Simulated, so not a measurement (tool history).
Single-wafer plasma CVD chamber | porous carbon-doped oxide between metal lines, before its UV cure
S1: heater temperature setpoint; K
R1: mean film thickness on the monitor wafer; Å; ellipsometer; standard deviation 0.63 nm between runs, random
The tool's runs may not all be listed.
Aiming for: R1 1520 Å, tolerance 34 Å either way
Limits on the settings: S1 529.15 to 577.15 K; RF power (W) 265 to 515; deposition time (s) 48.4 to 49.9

run 1 day=0 | S1=553.15 RF_power_(W)=390 deposition_time_(s)=48.4 | R1=2100.7
run 2 day=0.225 | S1=553.15 RF_power_(W)=390 deposition_time_(s)=49.9 | R1=2164.1
run 3 day=0.404 | S1=556.15 RF_power_(W)=375 deposition_time_(s)=49.8 | R1=2033.8
run 4 day=0.533 | S1=566.15 RF_power_(W)=375 deposition_time_(s)=49.8 | R1=1936.9
run 5 day=0.592 | S1=574.15 RF_power_(W)=375 deposition_time_(s)=49.8 | R1=1867.2
run 6 day=0.821 | S1=574.15 RF_power_(W)=360 deposition_time_(s)=49.7 | R1=1788.1
run 7 day=1.138 | S1=574.15 RF_power_(W)=350 deposition_time_(s)=49.6 | R1=1720.3
run 8 day=1.4 | S1=577.15 RF_power_(W)=300 deposition_time_(s)=49.3 | R1=1430.7

Of the 5 settings listed for the next run, only one would bring every result within its allowed miss of target. Which one?
run A day=1.662 | S1=573.15 RF_power_(W)=300 deposition_time_(s)=48.9 | R1=?
run B day=1.662 | S1=575.15 RF_power_(W)=285 deposition_time_(s)=48.6 | R1=?
run C day=1.662 | S1=577.15 RF_power_(W)=315 deposition_time_(s)=49.6 | R1=?
run D day=1.662 | S1=576.15 RF_power_(W)=275 deposition_time_(s)=49.5 | R1=?
run E day=1.662 | S1=574.15 RF_power_(W)=290 deposition_time_(s)=48.4 | R1=?

move=A R1=1431.3
move=B R1=1328.8
move=C R1=1500.6
move=D R1=1291.1
move=E R1=1357.3
A: no better and no worse than the last run
B: the biggest miss grows against the last run
C: all results land within tolerance of their targets
D: the biggest miss grows against the last run
E: the biggest miss grows against the last run
Move C is the one to make.

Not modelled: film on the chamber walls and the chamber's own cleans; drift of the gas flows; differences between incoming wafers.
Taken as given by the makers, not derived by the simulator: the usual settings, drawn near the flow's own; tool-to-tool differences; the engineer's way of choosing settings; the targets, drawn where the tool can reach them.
